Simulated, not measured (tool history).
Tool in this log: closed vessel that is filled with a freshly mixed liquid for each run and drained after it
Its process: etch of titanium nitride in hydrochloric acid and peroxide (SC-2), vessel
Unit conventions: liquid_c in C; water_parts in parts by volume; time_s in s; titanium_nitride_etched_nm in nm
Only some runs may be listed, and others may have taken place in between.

run 1 day=0.000 | liquid_c=50.0 water_parts=5.5 time_s=355 | titanium_nitride_etched_nm=11.3780
run 2 day=0.275 | liquid_c=50.0 water_parts=7.0 time_s=355 | titanium_nitride_etched_nm=9.5298
run 3 day=0.496 | liquid_c=52.0 water_parts=7.0 time_s=355 | titanium_nitride_etched_nm=10.7700
run 4 day=0.792 | liquid_c=54.0 water_parts=7.0 time_s=355 | titanium_nitride_etched_nm=12.2280
run 5 day=1.054 | liquid_c=55.5 water_parts=7.0 time_s=355 | titanium_nitride_etched_nm=13.5360
run 6 day=1.188 | liquid_c=56.5 water_parts=7.0 time_s=355 | titanium_nitride_etched_nm=14.4610
run 7 day=1.229 | liquid_c=57.0 water_parts=7.0 time_s=355 | titanium_nitride_etched_nm=14.8590

Expected results for the next run?
run 8 day=1.471 | liquid_c=57.5 water_parts=7.0 time_s=355 | titanium_nitride_etched_nm=?

titanium_nitride_etched_nm: 15.2410 nm

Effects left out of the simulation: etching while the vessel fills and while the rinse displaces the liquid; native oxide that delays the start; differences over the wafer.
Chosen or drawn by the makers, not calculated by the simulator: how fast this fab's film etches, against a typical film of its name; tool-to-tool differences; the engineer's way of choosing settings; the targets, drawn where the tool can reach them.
